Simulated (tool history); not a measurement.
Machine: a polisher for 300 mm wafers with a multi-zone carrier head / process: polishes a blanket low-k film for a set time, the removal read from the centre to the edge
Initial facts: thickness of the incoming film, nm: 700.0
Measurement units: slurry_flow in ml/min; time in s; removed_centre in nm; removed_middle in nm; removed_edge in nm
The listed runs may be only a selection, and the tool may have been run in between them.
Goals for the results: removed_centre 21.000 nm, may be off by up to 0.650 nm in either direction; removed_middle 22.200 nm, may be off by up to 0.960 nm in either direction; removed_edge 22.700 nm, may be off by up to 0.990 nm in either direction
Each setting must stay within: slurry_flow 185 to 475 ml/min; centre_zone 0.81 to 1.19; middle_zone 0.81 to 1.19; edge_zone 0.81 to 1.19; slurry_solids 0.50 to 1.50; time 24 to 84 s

run,day,slurry_flow,centre_zone,middle_zone,edge_zone,slurry_solids,time,removed_centre,removed_middle,removed_edge
1,0.000,305,1.00,1.00,1.00,1.00,54,28.161,26.845,27.665
2,0.112,305,1.00,0.97,1.00,1.00,54,28.144,25.687,27.696
3,0.383,305,1.00,0.97,1.00,1.00,44,22.365,21.387,22.288
4,0.567,300,0.99,0.98,1.01,1.00,44,22.091,22.279,22.228
5,0.862,300,0.99,0.98,1.01,1.00,34,17.291,16.500,17.300
6,0.979,300,0.99,0.98,1.01,1.20,34,18.419,18.127,18.668
7,1.125,305,0.99,0.99,1.04,1.25,34,19.062,18.899,18.763
8,1.321,300,0.97,0.98,1.04,1.30,35,19.566,19.329,20.040
9,1.396,300,0.97,0.98,1.04,1.30,35,19.472,19.373,20.367
10,1.571,300,0.96,0.99,1.05,1.35,35,19.538,19.830,20.003
11,1.946,300,0.95,0.99,1.05,1.40,36,19.888,20.691,21.119
12,2.142,300,0.95,0.99,1.06,1.40,36,20.279,20.268,21.174
13,2.508,300,0.94,1.00,1.06,1.40,36,19.667,20.542,20.976

Consider the 4 candidate settings below. Which is the only one whose results all fall within their allowed miss of target?
A,2.875,210,0.85,1.05,1.09,1.35,40,?,?,?
B,2.875,255,0.86,1.05,1.15,1.45,36,?,?,?
C,2.875,270,0.96,0.95,1.08,1.40,37,?,?,?
D,2.875,325,0.94,1.02,1.09,1.20,40,?,?,?

move,removed_centre,removed_middle,removed_edge
A,19.265,22.709,23.195
B,18.288,21.267,22.219
C,20.823,19.913,21.975
D,21.122,21.866,22.736
A: the biggest miss grows against the last run
B: the biggest miss grows against the last run
C: meets the target for the result that was furthest off, but another lies outside its allowed miss
D: in spec on every target
Answer: D
